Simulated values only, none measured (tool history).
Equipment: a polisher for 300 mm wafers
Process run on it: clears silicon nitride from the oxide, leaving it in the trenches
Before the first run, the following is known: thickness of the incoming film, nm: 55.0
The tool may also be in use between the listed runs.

run  hour  flow of slurry (ml/min)  pressure of the wafer on the pad (kPa)  speed of the pad under the wafer (cm/s)  overpolish time after the end point (s)  time until the end point was called (s)
  1   0.0                      225                                    15.2                                       84                                        8                                   87.193
  2   6.2                      225                                    17.2                                       84                                        8                                   79.287
  3   9.5                      225                                    15.2                                       84                                        8                                   88.000
  4  16.8                      225                                    17.9                                       86                                        8                                   73.751
  5  20.8                      225                                    17.9                                       86                                        8                                   73.803
  6  26.5                      225                                    17.9                                       96                                        8                                   67.304

What will run 7 give?
  7  33.3                      225                                    19.3                                       96                                        8                                        ?

Run 7 produced time until the end point was called (s) 62.546.

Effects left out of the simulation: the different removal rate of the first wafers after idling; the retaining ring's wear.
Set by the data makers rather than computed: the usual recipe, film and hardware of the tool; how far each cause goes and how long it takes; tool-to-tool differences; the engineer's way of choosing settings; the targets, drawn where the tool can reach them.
